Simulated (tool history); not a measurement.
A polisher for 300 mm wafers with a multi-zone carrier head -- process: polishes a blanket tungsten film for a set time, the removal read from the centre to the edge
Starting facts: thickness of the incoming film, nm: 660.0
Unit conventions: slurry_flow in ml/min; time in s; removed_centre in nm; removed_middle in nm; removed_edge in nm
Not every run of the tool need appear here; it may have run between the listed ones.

run 1 hour=0 | slurry_flow=270 centre_zone=1 middle_zone=1 edge_zone=1 slurry_solids=1 time=63 | removed_centre=281.73 removed_middle=277.52 removed_edge=296.11
run 2 hour=6.6 | slurry_flow=265 centre_zone=0.98 middle_zone=1 edge_zone=0.99 slurry_solids=1 time=63 | removed_centre=276.95 removed_middle=280.61 removed_edge=293.15
run 3 hour=8.4 | slurry_flow=265 centre_zone=0.92 middle_zone=1 edge_zone=0.99 slurry_solids=1 time=63 | removed_centre=260.92 removed_middle=280.97 removed_edge=288.86
run 4 hour=11.9 | slurry_flow=260 centre_zone=0.91 middle_zone=1 edge_zone=0.99 slurry_solids=1 time=63 | removed_centre=262.19 removed_middle=279.97 removed_edge=295.43
run 5 hour=18.5 | slurry_flow=260 centre_zone=0.91 middle_zone=1 edge_zone=1.05 slurry_solids=1 time=63 | removed_centre=259.36 removed_middle=280.62 removed_edge=290.55
run 6 hour=24.1 | slurry_flow=260 centre_zone=0.91 middle_zone=1.05 edge_zone=1.05 slurry_solids=1 time=63 | removed_centre=260.25 removed_middle=284.62 removed_edge=293.09

Run 7, settings as shown, results not yet in. Your forecast:
run 7 hour=28.4 | slurry_flow=255 centre_zone=0.9 middle_zone=1.05 edge_zone=1.05 slurry_solids=1 time=63 | removed_centre=? removed_middle=? removed_edge=?

Run 7 yielded removed_centre 255.31 nm, removed_middle 290.77 nm, removed_edge 293.85 nm.
